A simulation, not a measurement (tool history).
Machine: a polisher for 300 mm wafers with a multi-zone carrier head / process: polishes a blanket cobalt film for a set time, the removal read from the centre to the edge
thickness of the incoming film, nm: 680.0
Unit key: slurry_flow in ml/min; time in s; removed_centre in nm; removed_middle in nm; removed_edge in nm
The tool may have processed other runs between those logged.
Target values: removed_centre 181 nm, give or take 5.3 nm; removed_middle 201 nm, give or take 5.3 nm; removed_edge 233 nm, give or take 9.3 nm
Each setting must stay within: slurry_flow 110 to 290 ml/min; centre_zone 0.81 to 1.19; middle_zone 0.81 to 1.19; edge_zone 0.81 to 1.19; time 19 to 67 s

| run | hour | slurry_flow | centre_zone | middle_zone | edge_zone | time | removed_centre | removed_middle | removed_edge |
|---|---|---|---|---|---|---|---|---|---|
| 1 | 0 | 185 | 1 | 1 | 1 | 43 | 181.04 | 180.36 | 182.19 |
| 2 | 0.6 | 185 | 1 | 1 | 1.05 | 43 | 184.38 | 179.51 | 186.55 |
| 3 | 6.1 | 185 | 1 | 1 | 1.05 | 35 | 147.96 | 145.03 | 149.79 |
| 4 | 10.8 | 185 | 0.97 | 1 | 1.07 | 37 | 150.87 | 153.04 | 158.88 |
| 5 | 19.4 | 180 | 0.95 | 0.99 | 1.09 | 39 | 156.45 | 159.24 | 173.63 |
| 6 | 24 | 215 | 0.95 | 0.99 | 1.09 | 39 | 163.76 | 165.87 | 176.39 |
| 7 | 27.7 | 220 | 0.93 | 0.99 | 1.11 | 40 | 164.14 | 171.39 | 180.4 |
| 8 | 31.1 | 215 | 0.92 | 0.98 | 1.12 | 41 | 166.13 | 172.47 | 181.3 |
| 9 | 32 | 200 | 0.91 | 0.98 | 1.13 | 43 | 169.43 | 177.5 | 195.77 |
| 10 | 39.6 | 200 | 0.9 | 0.98 | 1.14 | 44 | 172.26 | 183.8 | 200.72 |
| 11 | 47 | 200 | 0.89 | 0.98 | 1.15 | 45 | 171.72 | 185.94 | 205.1 |
| 12 | 52 | 200 | 0.88 | 0.98 | 1.16 | 46 | 178.88 | 192.61 | 207.58 |
| 13 | 60.3 | 195 | 0.87 | 0.97 | 1.16 | 47 | 179.17 | 191.68 | 214.98 |
| 14 | 64.5 | 195 | 0.86 | 0.97 | 1.16 | 47 | 173.57 | 194.3 | 212.45 |
| 15 | 71.8 | 190 | 0.86 | 0.96 | 1.16 | 48 | 176.91 | 191.39 | 218.38 |

Below are 4 possible settings for the next run. Only one of them brings all results inside the allowed miss of their targets. Which is it?
| A | 79.1 | 195 | 0.9 | 1.02 | 1.18 | 47 | ? | ? | ? |
| B | 79.1 | 125 | 0.85 | 0.95 | 1.13 | 55 | ? | ? | ? |
| C | 79.1 | 285 | 0.88 | 1.02 | 1.07 | 45 | ? | ? | ? |
| D | 79.1 | 240 | 0.95 | 0.95 | 1.09 | 46 | ? | ? | ? |

| move | removed_centre | removed_middle | removed_edge |
|---|---|---|---|
| A | 181.67 | 199.84 | 214.88 |
| B | 180.41 | 200.57 | 230.09 |
| C | 179.65 | 201.1 | 203.09 |
| D | 193.98 | 189.75 | 206.62 |
A: corrects the largest miss of the last run, while another result sits out of spec
B: meets every target
C: corrects the largest miss of the last run, while another result sits out of spec
D: lands further from the targets than the last run did
Go with B: it meets all targets.

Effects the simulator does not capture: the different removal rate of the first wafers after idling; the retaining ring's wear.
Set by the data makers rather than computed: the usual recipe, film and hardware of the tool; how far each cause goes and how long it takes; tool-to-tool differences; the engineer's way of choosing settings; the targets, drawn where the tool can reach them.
